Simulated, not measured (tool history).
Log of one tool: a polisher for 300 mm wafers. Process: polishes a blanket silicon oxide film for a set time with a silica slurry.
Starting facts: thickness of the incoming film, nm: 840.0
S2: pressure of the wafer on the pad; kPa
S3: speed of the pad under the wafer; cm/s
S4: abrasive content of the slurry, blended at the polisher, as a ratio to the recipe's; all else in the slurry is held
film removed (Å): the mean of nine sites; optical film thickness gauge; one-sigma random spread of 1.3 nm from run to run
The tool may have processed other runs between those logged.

Run 1, hour 0.0: flow of slurry (ml/min) 165, S2 19.3 kPa, S3 140 cm/s, S4 1.00, polishing time (s) 91. Result: film removed (Å) 2256.1.
Run 2, hour 0.7: flow of slurry (ml/min) 165, S2 15.9 kPa, S3 126 cm/s, S4 1.00, polishing time (s) 91. Result: film removed (Å) 1705.8.
Run 3, hour 5.9: flow of slurry (ml/min) 185, S2 15.9 kPa, S3 126 cm/s, S4 1.00, polishing time (s) 91. Result: film removed (Å) 1746.0.
Run 4, hour 8.4: flow of slurry (ml/min) 185, S2 15.9 kPa, S3 126 cm/s, S4 1.15, polishing time (s) 91. Result: film removed (Å) 1837.1.
Run 5, hour 16.3: flow of slurry (ml/min) 215, S2 15.9 kPa, S3 126 cm/s, S4 1.15, polishing time (s) 91. Result: film removed (Å) 1898.0.
Run 6, hour 20.2: flow of slurry (ml/min) 210, S2 13.8 kPa, S3 114 cm/s, S4 1.15, polishing time (s) 91. Result: film removed (Å) 1550.8.
Run 7, hour 25.6: flow of slurry (ml/min) 210, S2 12.4 kPa, S3 106 cm/s, S4 1.15, polishing time (s) 91. Result: film removed (Å) 1322.9.

For run 8, what comes out?
Run 8, hour 26.6: flow of slurry (ml/min) 210, S2 12.4 kPa, S3 106 cm/s, S4 1.15, polishing time (s) 91. Result: film removed (Å) ?.

{"run 8": {"film removed (Å)": 1314.7}}
